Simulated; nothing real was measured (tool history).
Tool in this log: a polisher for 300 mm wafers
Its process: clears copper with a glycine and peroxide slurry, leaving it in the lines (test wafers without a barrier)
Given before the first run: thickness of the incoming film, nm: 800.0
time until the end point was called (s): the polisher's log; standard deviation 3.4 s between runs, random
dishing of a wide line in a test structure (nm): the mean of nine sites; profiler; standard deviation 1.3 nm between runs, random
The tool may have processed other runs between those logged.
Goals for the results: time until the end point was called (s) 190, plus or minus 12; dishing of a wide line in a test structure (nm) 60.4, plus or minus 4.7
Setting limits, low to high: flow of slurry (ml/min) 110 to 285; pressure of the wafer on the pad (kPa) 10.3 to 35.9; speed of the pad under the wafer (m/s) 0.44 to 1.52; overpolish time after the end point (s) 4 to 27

run,hour,flow of slurry (ml/min),pressure of the wafer on the pad (kPa),speed of the pad under the wafer (m/s),overpolish time after the end point (s),time until the end point was called (s),dishing of a wide line in a test structure (nm)
1,0,180,22.8,0.98,14,130.75,53.848
2,3,180,28.3,0.98,14,108.01,61.161
3,6.9,180,25.5,0.96,15,121.07,62.445
4,11.2,180,23.4,0.94,16,135.83,59.591
5,13.5,180,22.1,0.94,17,136.34,61.112
6,18.7,145,22.1,0.94,17,144.19,59.368
7,20.8,145,20.7,0.92,18,154.19,58.031
8,27.6,145,19.3,0.92,19,157.76,58.507
9,31.5,145,18.6,0.9,20,170.02,57.611
10,35.8,145,17.9,0.9,21,171.8,61.001

Which of these 5 next moves meets every target?
A,40.1,255,20.7,0.88,20,?,?
B,40.1,125,15.9,0.96,23,?,?
C,40.1,150,24.1,0.8,20,?,?
D,40.1,170,18.6,1.02,20,?,?
E,40.1,150,20,0.96,20,?,?

move,time until the end point was called (s),dishing of a wide line in a test structure (nm)
A,144.32,61.665
B,185.47,56.39
C,149.71,60.486
D,146.75,60.366
E,149.31,59.899
A: lands further from the targets than the last run did
B: all results in spec
C: lands further from the targets than the last run did
D: lands further from the targets than the last run did
E: lands further from the targets than the last run did
Go with B: it meets all targets.
